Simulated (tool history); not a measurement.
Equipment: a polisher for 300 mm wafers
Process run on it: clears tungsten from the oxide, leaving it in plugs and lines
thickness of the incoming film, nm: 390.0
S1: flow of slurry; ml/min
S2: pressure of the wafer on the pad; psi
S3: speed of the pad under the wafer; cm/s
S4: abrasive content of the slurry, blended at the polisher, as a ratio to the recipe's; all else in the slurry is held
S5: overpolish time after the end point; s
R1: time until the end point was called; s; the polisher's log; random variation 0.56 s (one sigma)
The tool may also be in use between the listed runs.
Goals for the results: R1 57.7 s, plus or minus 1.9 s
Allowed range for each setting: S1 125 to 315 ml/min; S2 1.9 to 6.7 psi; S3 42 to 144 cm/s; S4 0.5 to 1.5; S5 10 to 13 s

| run | day | S1 | S2 | S3 | S4 | S5 | R1 |
|---|---|---|---|---|---|---|---|
| 1 | 0 | 205 | 4.3 | 92 | 1 | 13 | 75.057 |
| 2 | 0.304 | 205 | 5.2 | 92 | 1 | 13 | 63.874 |
| 3 | 0.479 | 205 | 5.2 | 92 | 1 | 13 | 63.14 |
| 4 | 0.662 | 205 | 5.2 | 92 | 1 | 13 | 64.107 |
| 5 | 1.004 | 205 | 5.2 | 114 | 1 | 13 | 51.428 |
| 6 | 1.204 | 205 | 5.2 | 114 | 1 | 10 | 51.001 |
| 7 | 1.346 | 205 | 5.1 | 114 | 1 | 10 | 52.912 |
| 8 | 1.646 | 205 | 5 | 114 | 1 | 10 | 53.658 |
| 9 | 1.75 | 205 | 5 | 114 | 1 | 10 | 53.279 |

Which one of the following 4 next-run settings gets every result inside its allowed miss? There is exactly one.
| A | 1.854 | 175 | 5 | 108 | 0.75 | 12 | ? |
| B | 1.854 | 220 | 5 | 102 | 1.1 | 10 | ? |
| C | 1.854 | 205 | 4.6 | 124 | 1 | 10 | ? |
| D | 1.854 | 220 | 5.3 | 112 | 0.9 | 10 | ? |

| move | R1 |
|---|---|
| A | 62.501 |
| B | 57.706 |
| C | 52.915 |
| D | 52.966 |
A: takes the result that was furthest off past its target
B: meets every target
C: the biggest miss grows against the last run
D: the biggest miss grows against the last run
B meets every target.
